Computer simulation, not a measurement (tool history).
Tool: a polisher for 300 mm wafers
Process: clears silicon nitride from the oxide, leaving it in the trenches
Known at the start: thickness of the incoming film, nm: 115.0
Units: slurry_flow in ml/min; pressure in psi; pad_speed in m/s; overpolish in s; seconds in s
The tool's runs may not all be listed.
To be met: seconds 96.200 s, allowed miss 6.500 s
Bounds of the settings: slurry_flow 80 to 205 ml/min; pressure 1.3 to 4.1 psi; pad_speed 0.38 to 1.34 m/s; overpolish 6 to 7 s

run 1 hour=0.0 | slurry_flow=135 pressure=2.7 pad_speed=0.86 overpolish=7 | seconds=126.510
run 2 hour=2.9 | slurry_flow=135 pressure=2.7 pad_speed=0.86 overpolish=7 | seconds=125.990
run 3 hour=8.9 | slurry_flow=135 pressure=2.8 pad_speed=0.86 overpolish=7 | seconds=123.760
run 4 hour=16.7 | slurry_flow=135 pressure=2.8 pad_speed=0.86 overpolish=6 | seconds=118.920
run 5 hour=22.6 | slurry_flow=135 pressure=2.9 pad_speed=0.86 overpolish=6 | seconds=114.770
run 6 hour=23.7 | slurry_flow=135 pressure=2.9 pad_speed=0.86 overpolish=6 | seconds=119.950
run 7 hour=32.0 | slurry_flow=135 pressure=3.0 pad_speed=0.86 overpolish=6 | seconds=111.790
run 8 hour=35.9 | slurry_flow=135 pressure=3.2 pad_speed=0.86 overpolish=6 | seconds=106.740

Which of these 5 next moves meets every target?
run A hour=39.8 | slurry_flow=145 pressure=3.5 pad_speed=1.08 overpolish=6 | seconds=?
run B hour=39.8 | slurry_flow=155 pressure=3.1 pad_speed=0.80 overpolish=6 | seconds=?
run C hour=39.8 | slurry_flow=150 pressure=3.3 pad_speed=0.76 overpolish=6 | seconds=?
run D hour=39.8 | slurry_flow=140 pressure=3.6 pad_speed=1.04 overpolish=6 | seconds=?
run E hour=39.8 | slurry_flow=160 pressure=3.1 pad_speed=0.96 overpolish=6 | seconds=?

move=A seconds=79.954
move=B seconds=117.930
move=C seconds=117.090
move=D seconds=81.183
move=E seconds=98.812
A: takes the result that was furthest off past its target
B: further off than the last run
C: further off than the last run
D: takes the result that was furthest off past its target
E: meets every target
Answer: E
